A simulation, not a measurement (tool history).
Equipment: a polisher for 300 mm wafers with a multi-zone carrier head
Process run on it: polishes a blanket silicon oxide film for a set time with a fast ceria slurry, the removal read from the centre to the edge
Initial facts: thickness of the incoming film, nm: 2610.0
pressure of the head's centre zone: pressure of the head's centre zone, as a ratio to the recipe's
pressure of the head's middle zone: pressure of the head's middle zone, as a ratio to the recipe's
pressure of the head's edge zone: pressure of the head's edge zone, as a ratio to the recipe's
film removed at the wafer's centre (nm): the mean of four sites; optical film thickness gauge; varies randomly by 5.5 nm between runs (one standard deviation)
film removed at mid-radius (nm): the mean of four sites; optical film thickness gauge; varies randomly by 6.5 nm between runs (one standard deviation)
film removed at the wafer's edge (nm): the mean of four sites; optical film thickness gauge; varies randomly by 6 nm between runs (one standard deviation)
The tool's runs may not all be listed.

| run | hour | flow of slurry (ml/min) | pressure of the head's centre zone | pressure of the head's middle zone | pressure of the head's edge zone | polishing time (s) | film removed at the wafer's centre (nm) | film removed at mid-radius (nm) | film removed at the wafer's edge (nm) |
|---|---|---|---|---|---|---|---|---|---|
| 1 | 0 | 240 | 1 | 1 | 1 | 61 | 763.14 | 757.34 | 736.52 |
| 2 | 2.6 | 240 | 0.99 | 1 | 0.99 | 58 | 707.66 | 724.18 | 697.76 |
| 3 | 9 | 240 | 0.99 | 1 | 0.94 | 58 | 711.41 | 721.78 | 671.37 |
| 4 | 10.1 | 180 | 0.99 | 1 | 0.94 | 58 | 674.54 | 699.1 | 664.83 |
| 5 | 12.4 | 185 | 0.98 | 0.99 | 0.93 | 55 | 638.13 | 656.9 | 625.38 |
| 6 | 15.3 | 185 | 0.9 | 0.99 | 0.93 | 55 | 587.3 | 660.47 | 622.43 |
| 7 | 21.2 | 190 | 0.9 | 0.98 | 0.92 | 53 | 567.21 | 626.31 | 603.99 |

For run 8, what comes out?
| 8 | 24.3 | 190 | 0.9 | 0.98 | 0.91 | 51 | ? | ? | ? |

film removed at the wafer's centre (nm): 551.89
film removed at mid-radius (nm): 595.53
film removed at the wafer's edge (nm): 569.92
